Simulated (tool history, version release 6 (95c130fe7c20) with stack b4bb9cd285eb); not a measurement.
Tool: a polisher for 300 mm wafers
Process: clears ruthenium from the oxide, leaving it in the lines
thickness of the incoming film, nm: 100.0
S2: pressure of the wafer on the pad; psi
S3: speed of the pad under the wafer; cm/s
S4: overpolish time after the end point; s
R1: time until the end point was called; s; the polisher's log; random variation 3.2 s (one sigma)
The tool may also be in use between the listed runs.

Run 1, hour 0.0: flow of slurry (ml/min) 275, S2 1.4 psi, S3 96 cm/s, S4 9 s. Result: R1 132.54 s.
Run 2, hour 7.2: flow of slurry (ml/min) 275, S2 1.4 psi, S3 96 cm/s, S4 7 s. Result: R1 131.72 s.
Run 3, hour 12.2: flow of slurry (ml/min) 305, S2 1.4 psi, S3 96 cm/s, S4 7 s. Result: R1 130.28 s.
Run 4, hour 17.3: flow of slurry (ml/min) 305, S2 1.3 psi, S3 94 cm/s, S4 7 s. Result: R1 147.08 s.
Run 5, hour 18.7: flow of slurry (ml/min) 305, S2 1.3 psi, S3 78 cm/s, S4 7 s. Result: R1 172.74 s.
Run 6, hour 25.4: flow of slurry (ml/min) 305, S2 1.2 psi, S3 78 cm/s, S4 7 s. Result: R1 185.25 s.

Run 7 comes next. What will it give?
Run 7, hour 27.2: flow of slurry (ml/min) 305, S2 1.1 psi, S3 78 cm/s, S4 7 s. Result: R1 ?.

R1: 195.67 s

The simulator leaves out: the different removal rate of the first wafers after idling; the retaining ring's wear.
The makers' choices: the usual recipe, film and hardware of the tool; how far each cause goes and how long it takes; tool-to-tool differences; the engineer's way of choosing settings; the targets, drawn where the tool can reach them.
